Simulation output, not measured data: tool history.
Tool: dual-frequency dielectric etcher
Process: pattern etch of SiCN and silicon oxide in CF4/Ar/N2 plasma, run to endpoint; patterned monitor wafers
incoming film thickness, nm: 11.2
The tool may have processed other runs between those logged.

run  hour  source power (W)  bias power (W)  Ar flow (sccm)  CF4 flow (sccm)  endpoint time (s)
  1   0.0               600              79              73               48             9.2216
  2   6.9               580              79              73               48             9.3098
  3  15.2               510              79              73               48            10.2900
  4  22.7               600              79              73               48             9.0581
  5  30.2               680              79              73               48             8.2610
  6  38.0               650              78              73               48             8.5735
  7  45.6               630              78              73               48             8.8344
  8  50.7               630              78              73               48             8.8316
  9  57.6               610              78              73               48             9.0944
 10  62.1               590              78              73               48             9.1946
 11  67.8               570              77              73               48             9.5625
 12  75.4               550              77              73               48             9.7120

Estimate the outcome of run 13 from the log above:
 13  78.3               530              77              73               48                  ?

{"run 13": {"endpoint time (s)": 10.066}}
